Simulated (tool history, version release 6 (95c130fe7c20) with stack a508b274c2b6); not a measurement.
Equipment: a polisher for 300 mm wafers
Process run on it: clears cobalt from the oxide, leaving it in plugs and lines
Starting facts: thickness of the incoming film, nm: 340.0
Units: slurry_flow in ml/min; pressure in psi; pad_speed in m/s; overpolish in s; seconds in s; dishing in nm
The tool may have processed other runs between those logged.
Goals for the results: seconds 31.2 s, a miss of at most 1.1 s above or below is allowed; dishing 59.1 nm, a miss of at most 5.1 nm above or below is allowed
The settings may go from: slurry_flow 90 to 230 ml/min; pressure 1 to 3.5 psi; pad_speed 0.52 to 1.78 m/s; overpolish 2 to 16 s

run 1 day=0 | slurry_flow=150 pressure=2.2 pad_speed=1.14 overpolish=8 | seconds=58.223 dishing=34.121
run 2 day=0.308 | slurry_flow=150 pressure=2.2 pad_speed=0.86 overpolish=8 | seconds=77.019 dishing=26.37
run 3 day=0.533 | slurry_flow=150 pressure=1.7 pad_speed=0.86 overpolish=8 | seconds=97.14 dishing=23.586
run 4 day=0.8 | slurry_flow=150 pressure=1.1 pad_speed=0.86 overpolish=8 | seconds=147.77 dishing=15.654
run 5 day=1.046 | slurry_flow=150 pressure=1.6 pad_speed=0.86 overpolish=8 | seconds=103.04 dishing=21.801
run 6 day=1.262 | slurry_flow=125 pressure=1.6 pad_speed=0.86 overpolish=8 | seconds=104.36 dishing=21.456
run 7 day=1.533 | slurry_flow=125 pressure=2.1 pad_speed=0.9 overpolish=8 | seconds=78.709 dishing=26.765
run 8 day=1.867 | slurry_flow=125 pressure=2.5 pad_speed=0.96 overpolish=8 | seconds=62.281 dishing=32.5
run 9 day=1.912 | slurry_flow=130 pressure=2.8 pad_speed=1.02 overpolish=8 | seconds=51.923 dishing=35.634
run 10 day=2.008 | slurry_flow=135 pressure=3 pad_speed=1.08 overpolish=8 | seconds=45.893 dishing=39
run 11 day=2.088 | slurry_flow=135 pressure=3.1 pad_speed=1.14 overpolish=8 | seconds=40.67 dishing=41.668
run 12 day=2.267 | slurry_flow=135 pressure=3.2 pad_speed=1.16 overpolish=9 | seconds=40.083 dishing=44.578

Consider the 5 candidate settings below. Which is the only one whose results all fall within their allowed miss of target?
run A day=2.446 | slurry_flow=120 pressure=3.2 pad_speed=0.92 overpolish=8 | seconds=? dishing=?
run B day=2.446 | slurry_flow=170 pressure=2.6 pad_speed=1.02 overpolish=8 | seconds=? dishing=?
run C day=2.446 | slurry_flow=150 pressure=3.5 pad_speed=1.34 overpolish=12 | seconds=? dishing=?
run D day=2.446 | slurry_flow=140 pressure=3.5 pad_speed=1.54 overpolish=14 | seconds=? dishing=?
run E day=2.446 | slurry_flow=120 pressure=2.7 pad_speed=1.06 overpolish=11 | seconds=? dishing=?

move=A seconds=50.66 dishing=37.682
move=B seconds=54.016 dishing=36.126
move=C seconds=31.42 dishing=58.47
move=D seconds=27.644 dishing=63.048
move=E seconds=52.166 dishing=44.94
A: further off than the last run
B: further off than the last run
C: every result lands within tolerance
D: the result that was furthest off in the last run now lies on the other side of its target
E: further off than the last run
Answer: C
